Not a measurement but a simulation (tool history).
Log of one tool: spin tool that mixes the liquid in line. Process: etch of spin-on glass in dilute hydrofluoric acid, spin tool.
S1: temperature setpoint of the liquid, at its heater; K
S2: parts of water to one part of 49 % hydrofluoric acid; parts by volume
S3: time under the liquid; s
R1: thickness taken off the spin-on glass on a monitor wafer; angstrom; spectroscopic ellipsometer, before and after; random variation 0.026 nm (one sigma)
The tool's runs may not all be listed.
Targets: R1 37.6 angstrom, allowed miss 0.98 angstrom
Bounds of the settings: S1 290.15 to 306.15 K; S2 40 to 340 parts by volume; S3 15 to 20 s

run  hour      S1   S2  S3      R1
  1     0  298.15  190  20   46.41
  2   4.6  297.15  190  20  45.077
  3  13.2  297.15  190  20   44.67
  4  20.5  297.15  245  20  33.124
  5  26.6  295.65  245  20  31.387
  6  28.1  298.15  245  20  34.128
  7  36.6  298.65  245  20  34.664
  8  45.3  298.65  245  20  34.447
  9  48.3  299.15  245  20  35.267

Which of these 5 next moves meets every target?
  A  51.3  292.65  220  20   ?
  B  51.3  298.15  255  20   ?
  C  51.3  298.65  250  20   ?
  D  51.3  301.65  275  20   ?
  E  51.3  296.65  215  20   ?

move      R1
   A  31.881
   B  32.529
   C  33.946
   D  33.294
   E  38.106
A: further off than the last run
B: further off than the last run
C: further off than the last run
D: further off than the last run
E: meets every target
The right move is E.
